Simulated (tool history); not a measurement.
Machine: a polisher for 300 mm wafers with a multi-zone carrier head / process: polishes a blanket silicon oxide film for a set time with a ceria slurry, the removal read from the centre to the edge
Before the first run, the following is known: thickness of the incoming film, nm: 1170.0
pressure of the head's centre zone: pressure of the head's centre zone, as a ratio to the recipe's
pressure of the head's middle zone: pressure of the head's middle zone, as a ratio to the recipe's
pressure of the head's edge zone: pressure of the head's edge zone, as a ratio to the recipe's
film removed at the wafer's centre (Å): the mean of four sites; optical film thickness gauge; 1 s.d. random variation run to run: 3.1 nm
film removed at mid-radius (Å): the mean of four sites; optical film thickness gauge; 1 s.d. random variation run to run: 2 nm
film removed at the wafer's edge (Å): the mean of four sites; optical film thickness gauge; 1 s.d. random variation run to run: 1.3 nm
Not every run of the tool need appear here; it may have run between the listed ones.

run	hour	flow of slurry (ml/min)	pressure of the head's centre zone	pressure of the head's middle zone	pressure of the head's edge zone	polishing time (s)	film removed at the wafer's centre (Å)	film removed at mid-radius (Å)	film removed at the wafer's edge (Å)
1	0	270	1	1	1	78	3246.8	2923.4	2963.3
2	3.1	270	1	0.92	1	78	3102.2	2770.3	2938.7
3	3.9	270	0.99	0.93	0.97	74	3056.5	2673.7	2737.9
4	7	225	0.99	0.93	0.97	74	2966	2525.5	2677.6
5	14.7	225	0.99	0.93	0.97	87	3508.1	3014.2	3169.3
6	20.6	225	0.99	0.93	0.97	106	4257.6	3728	3913.7
# hour 24.3: centre zone pressure recalibrated
7	24.3	225	0.97	0.93	0.95	98	3630.2	3465	3534.8
8	30.9	220	0.97	0.93	0.93	92	3342.2	3156.8	3287.3
9	35.3	225	0.98	0.95	0.91	86	3205.6	3090	3051.1

Run 10 has not been measured yet. What should we expect?
10	37.6	225	0.98	0.95	0.9	81	?	?	?

film removed at the wafer's centre (Å): 3024.8
film removed at mid-radius (Å): 2868.4
film removed at the wafer's edge (Å): 2848.6
